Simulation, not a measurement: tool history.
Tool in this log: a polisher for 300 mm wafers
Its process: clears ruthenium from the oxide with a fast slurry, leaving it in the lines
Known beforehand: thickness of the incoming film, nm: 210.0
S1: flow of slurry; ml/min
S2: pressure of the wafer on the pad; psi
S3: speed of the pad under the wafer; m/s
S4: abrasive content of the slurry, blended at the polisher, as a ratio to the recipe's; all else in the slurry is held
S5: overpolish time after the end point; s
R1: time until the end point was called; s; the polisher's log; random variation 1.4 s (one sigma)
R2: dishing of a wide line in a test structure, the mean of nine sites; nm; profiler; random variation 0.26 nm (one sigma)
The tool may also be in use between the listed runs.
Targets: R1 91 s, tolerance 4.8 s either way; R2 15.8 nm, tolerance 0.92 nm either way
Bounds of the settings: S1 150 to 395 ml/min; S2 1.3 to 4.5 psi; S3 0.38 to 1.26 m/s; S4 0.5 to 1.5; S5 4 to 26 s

run,hour,S1,S2,S3,S4,S5,R1,R2
1,0,250,2.9,0.82,1,13,60.131,33.537
2,1.9,250,2.9,0.82,1,17,59.297,41.37
3,8.7,250,2.8,0.8,1,15,64.79,35.111
4,17.1,285,2.8,0.8,1,15,63.656,35.809
5,21.7,285,2.8,0.8,1,19,64.261,42.681
6,30.6,285,2.8,0.8,1,17,63.96,39.297
7,33.1,285,2.7,0.8,1,15,67.956,34.542
8,40.5,270,2.6,0.78,1,13,70.859,29.974
9,41.3,265,2.5,0.78,1,12,72.577,27.008
10,48.7,265,2.4,0.78,1,11,75.758,23.984
11,55.9,265,1.8,0.78,1,6,103.69,10.87
12,61.3,265,1.9,0.78,1,6,96.788,11.59
13,67.6,265,2.1,0.78,1,11,89.536,21.057
14,71.4,270,2.1,0.78,1,11,89.608,21.842
15,78.7,265,2.1,0.78,1,5,87.349,10.89
16,84.8,265,2.1,0.78,1,6,87.185,12.825

Below are 5 possible settings for the next run. Only one of them brings all results inside the allowed miss of their targets. Which is it?
A,90.9,260,2.4,0.64,1.2,4,?,?
B,90.9,250,2.3,0.64,1.15,8,?,?
C,90.9,245,2.2,0.74,1,9,?,?
D,90.9,235,2,0.98,0.9,6,?,?
E,90.9,255,2.4,0.68,1.15,8,?,?

move,R1,R2
A,81.8,8.8297
B,87.628,15.763
C,86.942,17.647
D,78.712,13.372
E,79.169,17.271
A: the biggest miss grows against the last run
B: every result within its allowed miss
C: takes the result that was furthest off past its target
D: better than the last run, though not everything is in spec
E: takes the result that was furthest off past its target
The right move is B.
